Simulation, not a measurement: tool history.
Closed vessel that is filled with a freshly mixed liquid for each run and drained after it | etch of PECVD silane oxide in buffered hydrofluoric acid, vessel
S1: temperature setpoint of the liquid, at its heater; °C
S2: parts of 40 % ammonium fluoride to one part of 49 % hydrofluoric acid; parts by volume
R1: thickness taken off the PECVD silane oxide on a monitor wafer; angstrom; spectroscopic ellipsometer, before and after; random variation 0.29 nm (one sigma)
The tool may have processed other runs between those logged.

{"run": 1, "hour": 0.0, "S1": 21.0, "S2": 7.5, "time in the liquid (s)": 30, "R1": 611.92}
{"run": 2, "hour": 8.1, "S1": 19.5, "S2": 8.0, "time in the liquid (s)": 30, "R1": 524.81}
{"run": 3, "hour": 14.3, "S1": 23.0, "S2": 8.0, "time in the liquid (s)": 30, "R1": 654.33}
{"run": 4, "hour": 19.7, "S1": 23.0, "S2": 6.5, "time in the liquid (s)": 30, "R1": 790.74}
{"run": 5, "hour": 23.0, "S1": 21.0, "S2": 7.5, "time in the liquid (s)": 30, "R1": 613.96}
{"run": 6, "hour": 27.8, "S1": 21.0, "S2": 5.5, "time in the liquid (s)": 30, "R1": 821.22}
{"run": 7, "hour": 33.2, "S1": 19.5, "S2": 7.0, "time in the liquid (s)": 30, "R1": 606.21}
{"run": 8, "hour": 35.8, "S1": 18.5, "S2": 8.0, "time in the liquid (s)": 30, "R1": 507.02}
{"run": 9, "hour": 39.1, "S1": 18.0, "S2": 8.5, "time in the liquid (s)": 30, "R1": 457.68}

What does the tool deliver on the next run?
{"run": 10, "hour": 45.1, "S1": 17.5, "S2": 9.0, "time in the liquid (s)": 30, "R1": "?"}

Run 10 measured R1 422.51 angstrom.

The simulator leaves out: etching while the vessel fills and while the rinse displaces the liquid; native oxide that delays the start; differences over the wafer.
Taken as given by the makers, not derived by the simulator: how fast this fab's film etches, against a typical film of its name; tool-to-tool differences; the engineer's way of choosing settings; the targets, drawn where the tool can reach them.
